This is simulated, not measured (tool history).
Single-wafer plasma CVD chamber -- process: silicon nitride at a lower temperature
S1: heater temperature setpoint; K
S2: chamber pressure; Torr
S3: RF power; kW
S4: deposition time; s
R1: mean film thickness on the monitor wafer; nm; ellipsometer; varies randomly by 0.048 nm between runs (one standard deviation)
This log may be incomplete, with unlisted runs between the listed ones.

run,day,S1,S2,S3,S4,R1
1,0,648.15,1.9,0.23,26.6,25.926
2,0.208,648.15,1.82,0.225,26.6,25.294
3,0.367,648.15,1.75,0.22,26.6,24.673
4,0.604,639.15,1.75,0.22,26.6,24.843
5,0.962,639.15,1.69,0.215,26.6,24.233
6,1.225,639.15,1.54,0.215,26.6,23.689

Run 7 is up next; what results do you expect?
7,1.288,639.15,1.49,0.21,26.6,?

For run 7 the tool returned R1 23.133 nm.
